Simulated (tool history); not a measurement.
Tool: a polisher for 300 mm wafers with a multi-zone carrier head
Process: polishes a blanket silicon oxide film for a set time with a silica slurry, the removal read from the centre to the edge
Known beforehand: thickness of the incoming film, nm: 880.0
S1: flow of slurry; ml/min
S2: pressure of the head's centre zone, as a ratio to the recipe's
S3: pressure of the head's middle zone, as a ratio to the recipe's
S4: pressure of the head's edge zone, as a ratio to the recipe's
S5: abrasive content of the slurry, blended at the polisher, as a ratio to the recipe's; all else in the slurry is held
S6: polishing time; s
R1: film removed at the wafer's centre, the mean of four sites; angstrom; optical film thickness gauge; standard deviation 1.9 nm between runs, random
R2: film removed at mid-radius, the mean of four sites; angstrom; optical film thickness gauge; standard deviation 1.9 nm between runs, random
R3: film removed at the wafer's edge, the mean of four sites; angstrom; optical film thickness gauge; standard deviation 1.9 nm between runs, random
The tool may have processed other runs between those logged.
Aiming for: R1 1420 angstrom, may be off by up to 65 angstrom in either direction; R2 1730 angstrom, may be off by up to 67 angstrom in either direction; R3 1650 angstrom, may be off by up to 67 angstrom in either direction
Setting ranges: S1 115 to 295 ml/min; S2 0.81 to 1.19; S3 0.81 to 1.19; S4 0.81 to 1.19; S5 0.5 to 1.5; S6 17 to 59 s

run    day   S1    S2    S3    S4    S5  S6      R1      R2      R3
  1      0  190     1     1     1     1  38  1458.9  1503.4  1481.5
  2  0.254  190     1     1     1     1  43  1655.4  1675.2    1686
  3    0.4  190  0.99  1.01     1     1  43  1603.6    1653  1650.6
  4  0.646  190  0.98  1.02     1     1  43  1615.4  1737.9  1682.4
  5  0.942  190  0.98  1.02     1  0.95  43  1606.8  1681.2  1650.6
  6  1.167  190  0.97  1.02     1  0.95  43    1604  1664.7    1647
  7  1.283  190  0.96  1.03     1  0.95  43    1525  1680.7  1613.9
  8  1.658  190  0.95  1.03  1.01  0.95  43  1550.5    1683  1666.1
     1.954  -- worn pad replaced by a new one
  9  1.954  190  0.94  1.03  1.01  0.95  43  1785.8  1915.7  1861.2
 10  2.154  180  0.94  1.04  1.02  0.95  43  1764.1  1927.5  1886.4
 11  2.496  160  0.84  1.01  0.92  0.75  43  1343.5    1643  1582.4

Below are 5 possible settings for the next run. Only one of them brings all results inside the allowed miss of their targets. Which is it?
  A  2.838  160  0.84     1  0.92   0.7  47   ?   ?   ?
  B  2.838  215   0.9  0.95  0.88     1  35   ?   ?   ?
  C  2.838  175  0.81  1.19  0.88  0.75  41   ?   ?   ?
  D  2.838  150  0.89  1.07  0.85  0.85  41   ?   ?   ?
  E  2.838  155  0.82  1.01  0.91  0.75  42   ?   ?   ?

move      R1      R2      R3
   A  1419.6  1700.6    1638
   B  1441.5  1533.2  1491.9
   C  1266.6  1820.4  1469.5
   D  1435.5  1720.1  1513.6
   E    1277  1582.1  1505.9
A: meets every target
B: its largest miss is bigger than the last run's
C: takes the result that was furthest off past its target
D: brings the last run's worst result on target, with another outside its allowed miss
E: its largest miss is bigger than the last run's
Go with A: it meets all targets.

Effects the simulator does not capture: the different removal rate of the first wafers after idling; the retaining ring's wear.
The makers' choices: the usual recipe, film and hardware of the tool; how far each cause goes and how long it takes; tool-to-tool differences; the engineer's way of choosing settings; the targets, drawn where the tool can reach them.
